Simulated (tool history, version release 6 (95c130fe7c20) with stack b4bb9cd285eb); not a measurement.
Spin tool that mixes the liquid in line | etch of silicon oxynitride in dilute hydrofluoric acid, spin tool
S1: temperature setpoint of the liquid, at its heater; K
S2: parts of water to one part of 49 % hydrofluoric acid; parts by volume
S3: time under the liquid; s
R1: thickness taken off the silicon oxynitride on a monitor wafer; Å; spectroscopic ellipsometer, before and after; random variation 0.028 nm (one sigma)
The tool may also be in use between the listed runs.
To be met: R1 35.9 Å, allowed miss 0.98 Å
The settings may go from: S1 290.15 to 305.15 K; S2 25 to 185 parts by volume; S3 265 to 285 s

run,hour,S1,S2,S3,R1
1,0,297.15,105,265,61.654
2,7.5,295.65,110,265,54.59
3,8.7,293.15,110,265,48
4,15.1,291.65,110,265,45.546
5,18.7,291.65,110,285,48.402
6,19.4,294.15,110,285,54.403
7,25.2,293.15,115,285,50.012
8,32.9,290.15,140,285,34.539

5 next moves are on the table. One of them brings every result within its allowed miss. Which?
A,40.6,290.15,135,285,?
B,40.6,290.15,145,285,?
C,40.6,292.15,145,265,?
D,40.6,290.65,130,285,?
E,40.6,290.15,140,280,?

move,R1
A,35.848
B,33.16
C,33.95
D,38.273
E,33.851
A: meets every target
B: further off than the last run
C: further off than the last run
D: takes the result that was furthest off past its target
E: further off than the last run
Move A is the one to make.
